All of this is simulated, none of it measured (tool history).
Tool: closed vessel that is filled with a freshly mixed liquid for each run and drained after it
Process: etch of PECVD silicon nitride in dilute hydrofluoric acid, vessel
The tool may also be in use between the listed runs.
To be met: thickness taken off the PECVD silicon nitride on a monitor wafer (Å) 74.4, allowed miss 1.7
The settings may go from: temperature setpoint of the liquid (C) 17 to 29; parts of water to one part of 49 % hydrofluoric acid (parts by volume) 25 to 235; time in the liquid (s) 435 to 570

run	hour	temperature setpoint of the liquid (C)	parts of water to one part of 49 % hydrofluoric acid (parts by volume)	time in the liquid (s)	thickness taken off the PECVD silicon nitride on a monitor wafer (Å)
1	0	21	130	570	66.474
2	7.6	21	110	570	77.513
3	13.8	21	140	570	60.926
4	18.5	21	180	570	47.65
5	26.9	21	215	570	40.694
6	30.1	21	215	570	40.379
7	36.4	22	215	570	42.934
8	45.2	22.5	215	570	44.38
9	52.6	23	215	570	45.615
10	57	23.5	215	570	47.191
11	65	24	215	570	48.591
12	71.9	24.5	215	570	50.242
13	76.9	25	215	570	52.342
14	84.7	29	200	570	71.059

Which of these 4 next moves meets every target?
A	92.5	29	210	550	?
B	92.5	29	185	550	?
C	92.5	29	190	530	?
D	92.5	29	200	545	?

move	thickness taken off the PECVD silicon nitride on a monitor wafer (Å)
A	65.447
B	74.433
C	69.812
D	68.147
A: further off than the last run
B: meets every target
C: further off than the last run
D: further off than the last run
Move B is the one to make.

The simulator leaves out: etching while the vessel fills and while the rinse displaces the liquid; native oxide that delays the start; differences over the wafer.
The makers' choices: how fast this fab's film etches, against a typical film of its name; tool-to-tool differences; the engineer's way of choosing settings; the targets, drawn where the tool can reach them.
